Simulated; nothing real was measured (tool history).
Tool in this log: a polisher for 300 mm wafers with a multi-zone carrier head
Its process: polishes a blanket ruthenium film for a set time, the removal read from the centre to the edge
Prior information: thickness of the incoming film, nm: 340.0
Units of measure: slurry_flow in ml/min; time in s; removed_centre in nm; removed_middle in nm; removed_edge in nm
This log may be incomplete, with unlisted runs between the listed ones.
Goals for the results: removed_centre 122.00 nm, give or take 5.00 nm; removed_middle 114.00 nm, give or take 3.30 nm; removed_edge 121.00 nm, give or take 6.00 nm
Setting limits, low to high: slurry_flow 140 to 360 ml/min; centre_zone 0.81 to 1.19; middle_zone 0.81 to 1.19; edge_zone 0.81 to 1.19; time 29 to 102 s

run	day	slurry_flow	centre_zone	middle_zone	edge_zone	time	removed_centre	removed_middle	removed_edge
1	0.000	230	1.00	1.00	1.00	65	142.24	146.24	140.17
2	0.292	230	1.00	1.00	1.00	78	171.94	176.23	171.49
3	0.508	230	0.93	1.00	1.00	78	162.16	178.23	168.60
4	0.692	220	0.93	0.94	0.97	72	150.69	153.58	152.00
5	0.767	190	0.93	0.94	0.97	72	149.81	151.27	150.63
6	0.862	185	0.91	0.90	0.96	68	137.20	138.32	141.61
7	1.129	175	0.94	0.82	0.91	57	115.98	106.40	114.32
# day 1.275: edge zone pressure recalibrated
8	1.275	185	0.95	0.84	0.93	57	118.44	109.43	123.05
9	1.454	190	0.96	0.85	0.92	57	118.07	109.91	118.52

Consider the 4 candidate settings below. Which is the only one whose results all fall within their allowed miss of target?
A	1.633	235	0.93	0.89	0.97	53	?	?	?
B	1.633	195	0.99	0.88	0.81	56	?	?	?
C	1.633	140	0.97	0.87	0.90	60	?	?	?
D	1.633	175	0.93	0.81	0.91	58	?	?	?

move	removed_centre	removed_middle	removed_edge
A	110.16	107.31	118.08
B	119.70	110.38	113.46
C	121.56	113.25	124.33
D	116.77	105.68	122.95
A: further off than the last run
B: just as far off the targets as the last run
C: all results land within tolerance of their targets
D: further off than the last run
C meets every target.
